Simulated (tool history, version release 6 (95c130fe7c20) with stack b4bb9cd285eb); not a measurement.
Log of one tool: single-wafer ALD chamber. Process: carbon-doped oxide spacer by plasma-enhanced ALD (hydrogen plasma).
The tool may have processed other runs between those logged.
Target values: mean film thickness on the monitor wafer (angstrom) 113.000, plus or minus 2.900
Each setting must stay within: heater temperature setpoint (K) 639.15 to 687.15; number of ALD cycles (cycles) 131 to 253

run	hour	heater temperature setpoint (K)	number of ALD cycles (cycles)	mean film thickness on the monitor wafer (angstrom)
1	0.0	663.15	192	98.387
2	9.1	663.15	197	100.580
3	11.2	663.15	201	102.820
4	16.3	663.15	204	104.740
5	22.6	663.15	206	105.670
6	31.7	655.15	206	105.450
7	39.6	655.15	208	106.850
8	47.6	655.15	210	107.770
9	49.0	655.15	212	108.730
10	57.7	655.15	213	109.220
11	64.6	655.15	214	109.550

Which single option among these 5 for the next run brings every result within its allowed miss of target? Just one does.
A	71.5	660.15	221	?
B	71.5	658.15	236	?
C	71.5	657.15	198	?
D	71.5	657.15	232	?
E	71.5	657.15	229	?

move	mean film thickness on the monitor wafer (angstrom)
A	112.930
B	120.600
C	101.180
D	118.550
E	117.020
A: in spec on every target
B: carries the result that was furthest off beyond its target, to the other side
C: the biggest miss grows against the last run
D: carries the result that was furthest off beyond its target, to the other side
E: carries the result that was furthest off beyond its target, to the other side
Correct choice: A, which meets every target

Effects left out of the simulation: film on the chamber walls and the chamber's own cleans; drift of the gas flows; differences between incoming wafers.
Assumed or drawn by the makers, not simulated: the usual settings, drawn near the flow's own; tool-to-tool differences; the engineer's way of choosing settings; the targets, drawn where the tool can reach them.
